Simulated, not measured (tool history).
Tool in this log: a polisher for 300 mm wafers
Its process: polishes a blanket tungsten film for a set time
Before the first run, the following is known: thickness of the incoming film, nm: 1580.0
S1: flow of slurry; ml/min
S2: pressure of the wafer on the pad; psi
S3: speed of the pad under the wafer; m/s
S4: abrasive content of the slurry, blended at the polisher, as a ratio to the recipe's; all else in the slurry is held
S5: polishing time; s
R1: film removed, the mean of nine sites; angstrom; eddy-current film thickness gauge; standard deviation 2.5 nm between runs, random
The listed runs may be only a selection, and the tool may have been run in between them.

{"run": 1, "hour": 0.0, "S1": 245, "S2": 2.8, "S3": 0.98, "S4": 1, "S5": 75, "R1": 2358.6}
{"run": 2, "hour": 1.7, "S1": 245, "S2": 3.3, "S3": 0.98, "S4": 1, "S5": 75, "R1": 2746.3}
{"run": 3, "hour": 3.1, "S1": 245, "S2": 3.3, "S3": 0.98, "S4": 0.9, "S5": 75, "R1": 2643.1}
{"run": 4, "hour": 4.5, "S1": 210, "S2": 3.3, "S3": 0.98, "S4": 0.9, "S5": 75, "R1": 2717.2}
{"run": 5, "hour": 8.3, "S1": 210, "S2": 3.3, "S3": 0.98, "S4": 0.9, "S5": 78, "R1": 2737.3}
{"run": 6, "hour": 9.3, "S1": 210, "S2": 3.2, "S3": 0.98, "S4": 0.9, "S5": 78, "R1": 2646.6}
{"run": 7, "hour": 12.5, "S1": 210, "S2": 3.1, "S3": 0.98, "S4": 0.9, "S5": 78, "R1": 2617.5}

Run 8, settings as shown, results not yet in. Your forecast:
{"run": 8, "hour": 17.9, "S1": 210, "S2": 3, "S3": 0.98, "S4": 0.9, "S5": 78, "R1": "?"}

R1: 2547.7 angstrom
